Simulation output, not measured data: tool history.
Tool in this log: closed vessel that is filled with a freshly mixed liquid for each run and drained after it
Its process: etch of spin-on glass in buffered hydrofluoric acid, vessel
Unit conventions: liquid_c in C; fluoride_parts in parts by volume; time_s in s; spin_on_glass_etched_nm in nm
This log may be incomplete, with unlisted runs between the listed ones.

Run 1, hour 0.0: liquid_c 22.0 C, fluoride_parts 12.5 parts by volume, time_s 95 s. Result: spin_on_glass_etched_nm 108.260 nm.
Run 2, hour 6.4: liquid_c 20.5 C, fluoride_parts 13.0 parts by volume, time_s 95 s. Result: spin_on_glass_etched_nm 96.179 nm.
Run 3, hour 8.8: liquid_c 20.5 C, fluoride_parts 13.0 parts by volume, time_s 100 s. Result: spin_on_glass_etched_nm 100.060 nm.
Run 4, hour 14.1: liquid_c 23.5 C, fluoride_parts 13.0 parts by volume, time_s 100 s. Result: spin_on_glass_etched_nm 121.050 nm.
Run 5, hour 17.4: liquid_c 22.0 C, fluoride_parts 13.5 parts by volume, time_s 100 s. Result: spin_on_glass_etched_nm 104.890 nm.
Run 6, hour 18.0: liquid_c 19.0 C, fluoride_parts 13.5 parts by volume, time_s 100 s. Result: spin_on_glass_etched_nm 90.222 nm.
Run 7, hour 22.5: liquid_c 18.5 C, fluoride_parts 14.0 parts by volume, time_s 100 s. Result: spin_on_glass_etched_nm 84.073 nm.

Run 8, settings as shown, results not yet in. Your forecast:
Run 8, hour 30.4: liquid_c 18.0 C, fluoride_parts 14.5 parts by volume, time_s 100 s. Result: spin_on_glass_etched_nm ?.

spin_on_glass_etched_nm: 79.064 nm
